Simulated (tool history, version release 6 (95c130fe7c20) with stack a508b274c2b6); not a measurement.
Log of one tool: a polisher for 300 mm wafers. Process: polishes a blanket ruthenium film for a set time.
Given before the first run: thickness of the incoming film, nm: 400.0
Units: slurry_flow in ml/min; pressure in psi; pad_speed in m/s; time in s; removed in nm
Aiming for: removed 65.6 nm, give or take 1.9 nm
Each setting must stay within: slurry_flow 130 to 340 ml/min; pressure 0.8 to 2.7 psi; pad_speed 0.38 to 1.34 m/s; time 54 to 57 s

run	hour	slurry_flow	pressure	pad_speed	time	removed
1	0	220	1.7	0.86	54	46.263
2	2.2	225	1.8	0.86	54	48.035
3	4.3	225	1.8	0.68	54	38.37
4	6.9	225	1.8	0.68	54	38.937
5	11.7	180	1.8	0.68	54	36.871
6	17.2	180	1.6	0.68	54	34.395
7	23.9	190	1.9	0.72	54	41.641
8	30.4	190	2.4	0.78	54	54.643
9	37.4	205	2.5	0.78	54	56.475
10	40.9	210	2.6	0.8	54	60.783
11	43.4	215	2.6	0.8	54	62.044
12	50.3	220	2.6	0.8	54	60.774

Pick the move, out of 4, that brings all results within their allowed miss; only one does.
A	57.2	195	2.6	0.74	57	?
B	57.2	260	2.7	0.76	57	?
C	57.2	135	2.6	0.82	54	?
D	57.2	215	2.7	0.74	54	?

move	removed
A	59.436
B	65.4
C	58.023
D	59.001
A: the biggest miss grows against the last run
B: in spec on every target
C: the biggest miss grows against the last run
D: the biggest miss grows against the last run
The move that meets every target is B.

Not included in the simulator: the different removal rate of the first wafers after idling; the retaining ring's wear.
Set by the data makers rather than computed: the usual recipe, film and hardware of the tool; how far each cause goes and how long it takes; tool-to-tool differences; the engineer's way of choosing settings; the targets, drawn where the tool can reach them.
